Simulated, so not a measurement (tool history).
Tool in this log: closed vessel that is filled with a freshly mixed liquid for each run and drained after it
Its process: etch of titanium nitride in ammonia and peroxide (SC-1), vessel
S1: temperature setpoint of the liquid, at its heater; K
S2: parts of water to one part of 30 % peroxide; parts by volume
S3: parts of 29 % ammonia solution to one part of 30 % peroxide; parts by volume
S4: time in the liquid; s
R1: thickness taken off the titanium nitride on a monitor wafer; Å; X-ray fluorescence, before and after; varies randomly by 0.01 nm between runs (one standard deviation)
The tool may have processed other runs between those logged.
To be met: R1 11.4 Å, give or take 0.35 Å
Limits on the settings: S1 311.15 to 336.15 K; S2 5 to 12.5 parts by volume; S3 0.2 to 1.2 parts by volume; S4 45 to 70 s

run 1 hour=0 | S1=320.15 S2=7 S3=0.9 S4=70 | R1=32.154
run 2 hour=1.7 | S1=320.15 S2=5.5 S3=0.9 S4=70 | R1=34.886
run 3 hour=5.7 | S1=320.15 S2=5.5 S3=1.05 S4=70 | R1=36.007
run 4 hour=10.3 | S1=320.15 S2=5.5 S3=1.15 S4=70 | R1=36.337
run 5 hour=17.4 | S1=320.15 S2=5.5 S3=1.15 S4=70 | R1=36
run 6 hour=22.1 | S1=313.15 S2=5.5 S3=1.15 S4=70 | R1=21.949
run 7 hour=30.3 | S1=313.15 S2=6.5 S3=1.1 S4=70 | R1=19.911
run 8 hour=35.6 | S1=313.15 S2=7 S3=1.1 S4=70 | R1=19.326
run 9 hour=38.5 | S1=311.15 S2=10 S3=0.9 S4=65 | R1=12.575
run 10 hour=47.1 | S1=311.15 S2=10.5 S3=0.9 S4=65 | R1=12.45
run 11 hour=50.8 | S1=311.15 S2=11 S3=0.9 S4=65 | R1=12.125

Below are 4 possible settings for the next run. Only one of them brings all results inside the allowed miss of their targets. Which is it?
run A hour=54.5 | S1=311.15 S2=9.5 S3=1.2 S4=60 | R1=?
run B hour=54.5 | S1=311.15 S2=11 S3=0.9 S4=70 | R1=?
run C hour=54.5 | S1=317.65 S2=11.5 S3=0.4 S4=45 | R1=?
run D hour=54.5 | S1=311.15 S2=10.5 S3=0.85 S4=70 | R1=?

move=A R1=12.463
move=B R1=12.946
move=C R1=11.419
move=D R1=13.138
A: misses by more than the last run did
B: misses by more than the last run did
C: each result inside its tolerance
D: misses by more than the last run did
Move C is the one to make.
